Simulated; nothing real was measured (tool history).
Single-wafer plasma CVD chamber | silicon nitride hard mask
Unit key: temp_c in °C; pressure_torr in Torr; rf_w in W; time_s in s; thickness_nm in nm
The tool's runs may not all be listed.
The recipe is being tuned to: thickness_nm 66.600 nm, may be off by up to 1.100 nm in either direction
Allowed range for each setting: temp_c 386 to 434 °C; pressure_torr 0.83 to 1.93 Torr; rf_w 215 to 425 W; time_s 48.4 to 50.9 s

run 1 hour=0.0 | temp_c=410 pressure_torr=1.38 rf_w=320 time_s=50.9 | thickness_nm=55.873
run 2 hour=5.7 | temp_c=410 pressure_torr=1.44 rf_w=325 time_s=50.9 | thickness_nm=57.791
run 3 hour=9.2 | temp_c=406 pressure_torr=1.44 rf_w=325 time_s=50.9 | thickness_nm=57.491
run 4 hour=11.3 | temp_c=406 pressure_torr=1.50 rf_w=325 time_s=50.9 | thickness_nm=58.234
run 5 hour=19.0 | temp_c=406 pressure_torr=1.50 rf_w=325 time_s=50.9 | thickness_nm=58.272
run 6 hour=20.3 | temp_c=406 pressure_torr=1.26 rf_w=325 time_s=50.9 | thickness_nm=55.178
run 7 hour=23.7 | temp_c=406 pressure_torr=1.54 rf_w=360 time_s=50.9 | thickness_nm=63.096
run 8 hour=24.4 | temp_c=406 pressure_torr=1.57 rf_w=360 time_s=50.9 | thickness_nm=64.010
run 9 hour=32.8 | temp_c=406 pressure_torr=1.59 rf_w=360 time_s=50.9 | thickness_nm=64.012
run 10 hour=40.1 | temp_c=406 pressure_torr=1.61 rf_w=360 time_s=50.9 | thickness_nm=64.595
run 11 hour=42.4 | temp_c=406 pressure_torr=1.62 rf_w=360 time_s=50.9 | thickness_nm=64.379
run 12 hour=48.1 | temp_c=406 pressure_torr=1.64 rf_w=360 time_s=50.9 | thickness_nm=64.655
run 13 hour=54.9 | temp_c=406 pressure_torr=1.64 rf_w=360 time_s=50.9 | thickness_nm=64.795
run 14 hour=62.3 | temp_c=406 pressure_torr=1.65 rf_w=360 time_s=50.9 | thickness_nm=63.894
run 15 hour=63.5 | temp_c=406 pressure_torr=1.67 rf_w=360 time_s=50.9 | thickness_nm=64.879
run 16 hour=66.8 | temp_c=406 pressure_torr=1.68 rf_w=360 time_s=50.9 | thickness_nm=65.092
run 17 hour=69.4 | temp_c=406 pressure_torr=1.69 rf_w=360 time_s=50.9 | thickness_nm=65.195
run 18 hour=73.1 | temp_c=406 pressure_torr=1.70 rf_w=360 time_s=50.9 | thickness_nm=65.100
run 19 hour=77.7 | temp_c=406 pressure_torr=1.70 rf_w=360 time_s=50.9 | thickness_nm=65.370
run 20 hour=84.2 | temp_c=406 pressure_torr=1.71 rf_w=360 time_s=50.9 | thickness_nm=65.364
run 21 hour=92.2 | temp_c=406 pressure_torr=1.72 rf_w=360 time_s=50.9 | thickness_nm=65.312
run 22 hour=97.6 | temp_c=406 pressure_torr=1.73 rf_w=360 time_s=50.9 | thickness_nm=64.846

Which one of the following 5 next-run settings gets every result inside its allowed miss? There is exactly one.
run A hour=103.0 | temp_c=412 pressure_torr=1.38 rf_w=400 time_s=49.4 | thickness_nm=?
run B hour=103.0 | temp_c=420 pressure_torr=1.78 rf_w=375 time_s=50.4 | thickness_nm=?
run C hour=103.0 | temp_c=410 pressure_torr=1.79 rf_w=355 time_s=48.4 | thickness_nm=?
run D hour=103.0 | temp_c=404 pressure_torr=1.92 rf_w=345 time_s=49.1 | thickness_nm=?
run E hour=103.0 | temp_c=405 pressure_torr=1.68 rf_w=340 time_s=50.9 | thickness_nm=?

move=A thickness_nm=64.454
move=B thickness_nm=67.185
move=C thickness_nm=62.368
move=D thickness_nm=63.285
move=E thickness_nm=62.601
A: the biggest miss grows against the last run
B: all results in spec
C: the biggest miss grows against the last run
D: the biggest miss grows against the last run
E: the biggest miss grows against the last run
The move that meets every target is B.
